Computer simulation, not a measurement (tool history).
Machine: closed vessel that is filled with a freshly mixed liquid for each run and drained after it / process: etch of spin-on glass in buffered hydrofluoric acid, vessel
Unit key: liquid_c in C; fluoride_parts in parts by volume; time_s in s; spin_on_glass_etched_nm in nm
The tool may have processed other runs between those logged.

run,day,liquid_c,fluoride_parts,time_s,spin_on_glass_etched_nm
1,0.000,24.0,18.0,105,180.82
2,0.046,22.5,18.0,105,166.72
3,0.146,21.5,18.0,105,157.08
4,0.346,20.0,18.0,105,143.82
5,0.633,23.5,18.0,105,175.69
6,0.854,23.5,15.5,105,202.42
7,0.875,21.5,15.5,105,182.95
8,0.942,20.5,16.0,105,167.60
9,1.250,19.5,16.0,105,158.40

Estimate the outcome of run 10 from the log above:
10,1.500,19.0,16.0,105,?

Run 10 came out at spin_on_glass_etched_nm 153.63 nm.
